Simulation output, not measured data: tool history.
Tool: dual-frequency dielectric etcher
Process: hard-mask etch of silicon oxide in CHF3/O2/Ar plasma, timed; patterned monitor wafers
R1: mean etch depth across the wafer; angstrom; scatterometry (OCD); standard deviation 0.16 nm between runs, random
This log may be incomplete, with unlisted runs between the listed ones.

{"run": 1, "hour": 0.0, "source power (W)": 880, "bias power (W)": 146, "etch time (s)": 17.5, "R1": 379.41}
{"run": 2, "hour": 4.0, "source power (W)": 820, "bias power (W)": 142, "etch time (s)": 17.5, "R1": 369.49}
{"run": 3, "hour": 8.2, "source power (W)": 770, "bias power (W)": 136, "etch time (s)": 17.5, "R1": 358.38}
{"run": 4, "hour": 13.7, "source power (W)": 730, "bias power (W)": 132, "etch time (s)": 17.5, "R1": 344.51}
{"run": 5, "hour": 19.0, "source power (W)": 840, "bias power (W)": 132, "etch time (s)": 17.5, "R1": 366.02}
{"run": 6, "hour": 20.0, "source power (W)": 700, "bias power (W)": 132, "etch time (s)": 17.5, "R1": 337.74}

What does the tool deliver on the next run?
{"run": 7, "hour": 23.3, "source power (W)": 680, "bias power (W)": 131, "etch time (s)": 17.5, "R1": "?"}

{"run 7": {"R1": 335.76}}
